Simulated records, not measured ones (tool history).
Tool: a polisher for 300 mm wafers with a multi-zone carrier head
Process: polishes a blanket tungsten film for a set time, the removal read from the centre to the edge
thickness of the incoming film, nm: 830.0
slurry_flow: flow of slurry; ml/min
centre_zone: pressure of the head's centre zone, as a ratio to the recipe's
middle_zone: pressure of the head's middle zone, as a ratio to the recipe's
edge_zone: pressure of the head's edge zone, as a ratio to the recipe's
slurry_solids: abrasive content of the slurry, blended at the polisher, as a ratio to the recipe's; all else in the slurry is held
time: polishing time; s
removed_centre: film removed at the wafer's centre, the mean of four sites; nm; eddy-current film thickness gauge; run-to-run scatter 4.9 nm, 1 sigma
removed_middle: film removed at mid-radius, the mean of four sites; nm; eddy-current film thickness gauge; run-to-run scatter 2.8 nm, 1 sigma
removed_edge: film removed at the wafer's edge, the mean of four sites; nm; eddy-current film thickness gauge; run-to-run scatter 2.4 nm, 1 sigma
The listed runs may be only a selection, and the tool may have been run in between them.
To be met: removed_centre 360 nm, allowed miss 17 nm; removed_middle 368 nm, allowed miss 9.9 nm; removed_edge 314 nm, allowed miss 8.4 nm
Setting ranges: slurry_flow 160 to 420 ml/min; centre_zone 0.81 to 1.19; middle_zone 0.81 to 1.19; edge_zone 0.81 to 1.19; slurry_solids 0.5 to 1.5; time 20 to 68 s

run 1 hour=0 | slurry_flow=270 centre_zone=1 middle_zone=1 edge_zone=1 slurry_solids=1 time=44 | removed_centre=249.39 removed_middle=257.67 removed_edge=246.3
run 2 hour=8.4 | slurry_flow=270 centre_zone=0.92 middle_zone=1 edge_zone=1 slurry_solids=1 time=44 | removed_centre=229.45 removed_middle=260.9 removed_edge=248.22
run 3 hour=15.7 | slurry_flow=280 centre_zone=0.96 middle_zone=1.03 edge_zone=1.01 slurry_solids=1.1 time=45 | removed_centre=256.31 removed_middle=278.38 removed_edge=259.24
run 4 hour=22.6 | slurry_flow=315 centre_zone=0.96 middle_zone=1.03 edge_zone=1.01 slurry_solids=1.1 time=45 | removed_centre=258.83 removed_middle=280.49 removed_edge=267.26
run 5 hour=28.8 | slurry_flow=280 centre_zone=0.96 middle_zone=1.03 edge_zone=1.01 slurry_solids=1.1 time=45 | removed_centre=252.72 removed_middle=274.81 removed_edge=262.47
run 6 hour=33.1 | slurry_flow=215 centre_zone=0.96 middle_zone=1.03 edge_zone=1.01 slurry_solids=1.1 time=45 | removed_centre=239.28 removed_middle=263.52 removed_edge=252.67
run 7 hour=38.2 | slurry_flow=215 centre_zone=0.96 middle_zone=1.03 edge_zone=1.01 slurry_solids=1.1 time=45 | removed_centre=244.69 removed_middle=266.34 removed_edge=255.65
run 8 hour=39.8 | slurry_flow=235 centre_zone=0.98 middle_zone=1.06 edge_zone=1.01 slurry_solids=1.15 time=46 | removed_centre=265.04 removed_middle=288.05 removed_edge=262.35
run 9 hour=41 | slurry_flow=255 centre_zone=0.99 middle_zone=1.08 edge_zone=1.03 slurry_solids=1.2 time=46 | removed_centre=267 removed_middle=299.28 removed_edge=270.07
run 10 hour=43.5 | slurry_flow=270 centre_zone=1.02 middle_zone=1.09 edge_zone=1.04 slurry_solids=1.25 time=46 | removed_centre=276.71 removed_middle=309.72 removed_edge=279.1
run 11 hour=52.1 | slurry_flow=285 centre_zone=1.05 middle_zone=1.1 edge_zone=1.04 slurry_solids=1.3 time=46 | removed_centre=294.77 removed_middle=314.03 removed_edge=278.54
run 12 hour=59.1 | slurry_flow=295 centre_zone=1.07 middle_zone=1.11 edge_zone=1.05 slurry_solids=1.35 time=46 | removed_centre=301.54 removed_middle=316.67 removed_edge=286.43
run 13 hour=67.9 | slurry_flow=305 centre_zone=1.08 middle_zone=1.12 edge_zone=1.05 slurry_solids=1.4 time=46 | removed_centre=309.19 removed_middle=329.83 removed_edge=292.13
run 14 hour=69 | slurry_flow=370 centre_zone=1.18 middle_zone=1.17 edge_zone=1.12 slurry_solids=1.5 time=46 | removed_centre=351.2 removed_middle=348.31 removed_edge=308.77
run 15 hour=76.5 | slurry_flow=370 centre_zone=1.18 middle_zone=1.17 edge_zone=1.11 slurry_solids=1.5 time=46 | removed_centre=352.7 removed_middle=350.63 removed_edge=304.18

Exercise: of the 5 proposed moves below, exactly one satisfies all targets within the stated allowed misses. Which move is it?
run A hour=84 | slurry_flow=410 centre_zone=1.19 middle_zone=1.17 edge_zone=1.07 slurry_solids=1.4 time=46 | removed_centre=? removed_middle=? removed_edge=?
run B hour=84 | slurry_flow=320 centre_zone=1.16 middle_zone=1.15 edge_zone=1.13 slurry_solids=1.4 time=45 | removed_centre=? removed_middle=? removed_edge=?
run C hour=84 | slurry_flow=330 centre_zone=1.13 middle_zone=1.03 edge_zone=1.18 slurry_solids=1.4 time=48 | removed_centre=? removed_middle=? removed_edge=?
run D hour=84 | slurry_flow=380 centre_zone=1.18 middle_zone=1.19 edge_zone=1.05 slurry_solids=1.45 time=46 | removed_centre=? removed_middle=? removed_edge=?
run E hour=84 | slurry_flow=415 centre_zone=1.16 middle_zone=1.18 edge_zone=1.11 slurry_solids=1.5 time=47 | removed_centre=? removed_middle=? removed_edge=?

move=A removed_centre=363.34 removed_middle=349.48 removed_edge=297.37
move=B removed_centre=338.43 removed_middle=329.86 removed_edge=293.05
move=C removed_centre=352.45 removed_middle=321.19 removed_edge=319.81
move=D removed_centre=361.36 removed_middle=355.9 removed_edge=296.37
move=E removed_centre=368.89 removed_middle=366.72 removed_edge=314.48
A: misses by more than the last run did
B: misses by more than the last run did
C: misses by more than the last run did
D: misses by more than the last run did
E: every result within its allowed miss
Move E is the one to make.
